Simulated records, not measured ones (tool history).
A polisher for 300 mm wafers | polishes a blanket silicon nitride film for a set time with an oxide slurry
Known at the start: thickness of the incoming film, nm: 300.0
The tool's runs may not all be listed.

run	hour	flow of slurry (ml/min)	pressure of the wafer on the pad (kPa)	speed of the pad under the wafer (m/s)	abrasive content of the slurry	polishing time (s)	film removed (nm)
1	0.0	240	25.5	0.90	1.0	46	26.153
2	3.0	240	25.5	0.90	1.2	46	28.914
3	5.7	240	25.5	0.90	1.2	42	26.213
4	6.7	240	24.1	0.90	1.2	42	25.129
5	9.0	240	23.4	0.90	1.2	42	24.763
6	14.8	240	23.4	0.78	1.2	42	21.917

The next listed run, before its measurement:
7	16.4	240	22.8	0.78	1.2	42	?

film removed (nm): 21.043

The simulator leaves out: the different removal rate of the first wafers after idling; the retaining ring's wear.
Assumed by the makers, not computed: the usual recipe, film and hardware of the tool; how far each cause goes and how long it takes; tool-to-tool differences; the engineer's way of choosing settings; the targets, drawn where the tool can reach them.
